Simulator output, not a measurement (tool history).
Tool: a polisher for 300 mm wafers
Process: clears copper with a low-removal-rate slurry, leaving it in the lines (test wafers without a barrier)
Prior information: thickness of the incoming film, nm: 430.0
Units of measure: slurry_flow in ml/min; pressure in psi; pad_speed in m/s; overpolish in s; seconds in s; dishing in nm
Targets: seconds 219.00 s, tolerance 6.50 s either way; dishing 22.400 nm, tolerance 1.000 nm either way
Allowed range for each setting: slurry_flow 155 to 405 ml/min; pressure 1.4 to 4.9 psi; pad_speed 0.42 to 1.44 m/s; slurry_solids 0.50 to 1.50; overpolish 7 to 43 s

run  hour  slurry_flow  pressure  pad_speed  slurry_solids  overpolish  seconds  dishing
  1   0.0          260       3.1       0.92           1.00          22   180.27   33.254
  2   6.7          260       2.9       0.92           1.00          20   192.25   28.592
  3   8.5          260       2.8       0.92           1.00          19   199.89   26.857
  4  17.5          260       2.8       0.92           0.95          19   201.99   25.532
  5  23.5          260       2.8       0.70           0.95          19   258.23   21.056
  6  26.8          260       2.8       0.54           0.95          19   311.34   17.995
  7  29.2          265       3.1       0.54           0.95          18   287.43   17.887
  8  33.4          265       3.4       0.54           0.95          18   264.07   20.161
  9  37.2          265       3.4       0.54           0.95          18   263.12   19.563
 10  41.4          265       3.6       0.54           0.95          18   245.24   20.972

Which of these 5 next moves meets every target?
  A  45.6          235       3.9       0.62           1.15          18        ?        ?
  B  45.6          345       3.8       0.58           0.85          17        ?        ?
  C  45.6          280       2.8       0.82           1.00          20        ?        ?
  D  45.6          265       3.8       0.60           0.90          19        ?        ?
  E  45.6          270       3.2       0.76           1.05          16        ?        ?

move  seconds  dishing
   A   200.66   25.647
   B   222.61   22.178
   C   219.82   25.550
   D   218.91   24.878
   E   205.18   22.443
A: the result that was furthest off in the last run now lies on the other side of its target
B: hits every target within its allowed miss
C: meets the target for the result that was furthest off, but another lies outside its allowed miss
D: meets the target for the result that was furthest off, but another lies outside its allowed miss
E: the result that was furthest off in the last run now lies on the other side of its target
Move B is the one to make.
